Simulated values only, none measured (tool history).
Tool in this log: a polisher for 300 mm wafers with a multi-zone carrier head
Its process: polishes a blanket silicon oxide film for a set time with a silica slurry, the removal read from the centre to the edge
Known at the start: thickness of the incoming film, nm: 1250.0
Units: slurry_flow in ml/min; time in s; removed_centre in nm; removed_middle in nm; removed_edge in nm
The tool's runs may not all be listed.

run 1 hour=0.0 | slurry_flow=170 centre_zone=1.00 middle_zone=1.00 edge_zone=1.00 slurry_solids=1.00 time=85 | removed_centre=195.45 removed_middle=199.52 removed_edge=201.58
run 2 hour=4.3 | slurry_flow=180 centre_zone=1.02 middle_zone=0.97 edge_zone=1.06 slurry_solids=1.15 time=87 | removed_centre=221.30 removed_middle=215.34 removed_edge=223.87
run 3 hour=6.8 | slurry_flow=180 centre_zone=1.02 middle_zone=0.97 edge_zone=1.00 slurry_solids=1.15 time=87 | removed_centre=217.72 removed_middle=212.63 removed_edge=217.18
run 4 hour=12.9 | slurry_flow=180 centre_zone=1.02 middle_zone=1.03 edge_zone=1.00 slurry_solids=1.15 time=87 | removed_centre=213.09 removed_middle=226.97 removed_edge=216.09
run 5 hour=18.4 | slurry_flow=185 centre_zone=1.01 middle_zone=0.97 edge_zone=1.06 slurry_solids=1.25 time=90 | removed_centre=231.12 removed_middle=223.16 removed_edge=239.16
run 6 hour=26.4 | slurry_flow=190 centre_zone=1.01 middle_zone=0.96 edge_zone=1.10 slurry_solids=1.35 time=93 | removed_centre=245.84 removed_middle=238.53 removed_edge=258.35
run 7 hour=35.3 | slurry_flow=195 centre_zone=1.01 middle_zone=0.94 edge_zone=1.13 slurry_solids=1.40 time=95 | removed_centre=257.01 removed_middle=247.95 removed_edge=272.49
run 8 hour=37.7 | slurry_flow=200 centre_zone=1.01 middle_zone=0.91 edge_zone=1.15 slurry_solids=1.45 time=96 | removed_centre=264.58 removed_middle=244.99 removed_edge=280.98

The next listed run, before its measurement:
run 9 hour=38.2 | slurry_flow=205 centre_zone=1.01 middle_zone=0.90 edge_zone=1.16 slurry_solids=1.45 time=97 | removed_centre=? removed_middle=? removed_edge=?

Run 9 gave removed_centre 259.58 nm, removed_middle 246.42 nm, removed_edge 284.29 nm.

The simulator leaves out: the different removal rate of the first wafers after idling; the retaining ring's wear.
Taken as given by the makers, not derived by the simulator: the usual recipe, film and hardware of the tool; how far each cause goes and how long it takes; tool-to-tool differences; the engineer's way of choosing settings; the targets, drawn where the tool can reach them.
